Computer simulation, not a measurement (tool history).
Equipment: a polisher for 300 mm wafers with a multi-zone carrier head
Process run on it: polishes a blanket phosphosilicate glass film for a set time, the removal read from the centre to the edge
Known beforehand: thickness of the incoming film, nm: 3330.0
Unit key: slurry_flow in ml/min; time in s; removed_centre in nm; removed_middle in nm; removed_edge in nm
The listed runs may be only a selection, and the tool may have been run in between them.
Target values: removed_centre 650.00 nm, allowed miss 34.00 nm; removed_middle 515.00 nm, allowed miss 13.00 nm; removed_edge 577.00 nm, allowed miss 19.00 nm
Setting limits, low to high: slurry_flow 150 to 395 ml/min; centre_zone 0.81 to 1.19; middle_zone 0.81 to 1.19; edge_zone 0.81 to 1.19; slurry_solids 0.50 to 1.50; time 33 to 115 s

run,day,slurry_flow,centre_zone,middle_zone,edge_zone,slurry_solids,time,removed_centre,removed_middle,removed_edge
1,0.000,250,1.00,1.00,1.00,1.00,73,865.23,864.94,874.19
2,0.308,245,1.01,0.97,0.98,0.95,72,840.24,814.76,824.42
3,0.625,240,1.02,0.95,0.98,0.90,71,812.78,770.88,809.72
4,0.683,240,1.03,0.93,0.96,0.85,70,768.96,723.88,782.78
5,0.925,245,1.05,0.92,0.94,0.80,68,768.49,679.36,723.57
6,1.242,245,1.05,0.92,0.94,0.80,84,960.04,842.06,893.30
7,1.338,245,1.05,0.92,0.94,0.80,84,935.88,844.91,899.23
8,1.392,245,1.06,0.91,0.93,0.75,81,894.17,781.54,846.05
9,1.546,245,1.07,0.90,0.92,0.70,78,843.97,727.78,790.07
10,1.612,245,1.08,0.89,0.91,0.65,76,804.14,677.73,721.88
11,1.829,190,1.07,0.81,0.91,0.50,68,600.04,488.90,581.84
12,2.179,195,1.07,0.81,0.90,0.50,68,615.39,496.48,576.75

4 candidate next runs follow, results not yet known. Just one meets every target within its allowed miss. Identify it.
A,2.529,190,1.09,0.83,0.82,0.50,70,?,?,?
B,2.529,150,0.99,0.85,0.84,0.50,71,?,?,?
C,2.529,195,1.08,0.81,0.93,0.50,72,?,?,?
D,2.529,200,1.10,0.88,0.84,0.55,67,?,?,?

move,removed_centre,removed_middle,removed_edge
A,635.59,510.82,572.64
B,567.95,514.63,573.73
C,649.62,516.45,615.25
D,644.48,537.95,578.01
A: hits every target within its allowed miss
B: meets the target for the result that was furthest off, but another lies outside its allowed miss
C: meets the target for the result that was furthest off, but another lies outside its allowed miss
D: the result that was furthest off in the last run now lies on the other side of its target
So the answer is move A, the one that meets all the targets.

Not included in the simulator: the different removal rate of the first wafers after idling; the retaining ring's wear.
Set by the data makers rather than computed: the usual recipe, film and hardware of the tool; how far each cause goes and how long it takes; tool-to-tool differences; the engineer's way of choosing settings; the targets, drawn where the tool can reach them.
